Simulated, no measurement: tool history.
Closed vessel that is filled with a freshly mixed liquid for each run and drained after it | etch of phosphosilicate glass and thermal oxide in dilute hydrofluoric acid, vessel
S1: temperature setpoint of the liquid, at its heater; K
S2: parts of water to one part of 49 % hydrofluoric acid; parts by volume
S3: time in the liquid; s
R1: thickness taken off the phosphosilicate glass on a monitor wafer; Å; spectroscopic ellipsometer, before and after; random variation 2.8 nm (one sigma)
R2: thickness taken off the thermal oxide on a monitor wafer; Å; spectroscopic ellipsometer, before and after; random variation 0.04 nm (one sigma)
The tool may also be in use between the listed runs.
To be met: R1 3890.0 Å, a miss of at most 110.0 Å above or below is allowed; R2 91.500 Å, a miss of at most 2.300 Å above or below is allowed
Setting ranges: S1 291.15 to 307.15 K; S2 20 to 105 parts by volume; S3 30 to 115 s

run	hour	S1	S2	S3	R1	R2
1	0.0	299.15	55	60	2523.1	59.926
2	8.3	300.15	55	60	2622.1	61.805
3	9.8	301.15	55	60	2728.2	64.403
4	10.9	301.65	55	60	2778.5	65.242
5	15.0	302.15	55	60	2829.5	66.660
6	24.0	302.65	55	60	2907.8	68.649
7	27.8	303.15	55	60	2991.5	69.169
8	32.9	303.65	55	60	3014.6	71.588
9	34.5	305.65	45	60	4082.7	94.787
10	38.6	305.65	45	60	4040.2	94.871

Which one of the following 4 next-run settings gets every result inside its allowed miss? There is exactly one.
A	42.7	307.15	45	55	?	?
B	42.7	305.65	65	80	?	?
C	42.7	306.15	45	60	?	?
D	42.7	304.65	35	50	?	?

move	R1	R2
A	3935.7	92.446
B	3622.0	85.077
C	4132.0	97.055
D	4245.4	99.719
A: in spec on every target
B: takes the result that was furthest off past its target
C: misses by more than the last run did
D: misses by more than the last run did
Move A is the one to make.
